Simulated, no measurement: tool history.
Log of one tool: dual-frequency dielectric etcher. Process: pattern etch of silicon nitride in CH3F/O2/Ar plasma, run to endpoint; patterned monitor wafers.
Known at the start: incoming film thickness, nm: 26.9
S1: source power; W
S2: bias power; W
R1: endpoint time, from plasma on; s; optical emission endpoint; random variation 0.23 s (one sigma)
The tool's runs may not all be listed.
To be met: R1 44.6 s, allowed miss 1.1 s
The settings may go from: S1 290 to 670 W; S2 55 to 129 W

run,hour,S1,S2,R1
1,0,480,92,37.645
2,6.6,480,86,38.147
3,7.6,540,86,36.627
4,15.7,480,81,39.915
5,19.2,520,81,38.052
6,24.7,480,79,40.041
# hour 31.7: bias power generator calibrated
7,31.7,450,78,40.424
8,35.2,420,75,42.517
9,38.2,410,74,43.019

Which of these 5 next moves meets every target?
A,41.2,420,73,?
B,41.2,380,74,?
C,41.2,400,77,?
D,41.2,490,71,?
E,41.2,410,79,?

move,R1
A,42.899
B,44.581
C,42.895
D,40.573
E,41.999
A: further off than the last run
B: meets every target
C: further off than the last run
D: further off than the last run
E: further off than the last run
The right move is B.
